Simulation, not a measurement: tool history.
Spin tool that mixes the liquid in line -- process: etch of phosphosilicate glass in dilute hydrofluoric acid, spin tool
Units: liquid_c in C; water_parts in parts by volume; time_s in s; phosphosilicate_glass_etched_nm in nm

| run | hour | liquid_c | water_parts | time_s | phosphosilicate_glass_etched_nm |
|---|---|---|---|---|---|
| 1 | 0 | 22 | 60 | 65 | 60.76 |
| 2 | 8.8 | 22 | 40 | 65 | 94.029 |
| 3 | 9.6 | 22 | 40 | 65 | 93.289 |
| 4 | 14.9 | 19.5 | 40 | 65 | 85.002 |
| 5 | 21.9 | 19 | 55 | 65 | 59.252 |
| 6 | 30.5 | 18.5 | 65 | 65 | 48.654 |
| 7 | 34.4 | 18 | 70 | 65 | 43.75 |

For run 8, what comes out?
| 8 | 36.7 | 17 | 90 | 65 | ? |

{"run 8": {"phosphosilicate_glass_etched_nm": 32.144}}
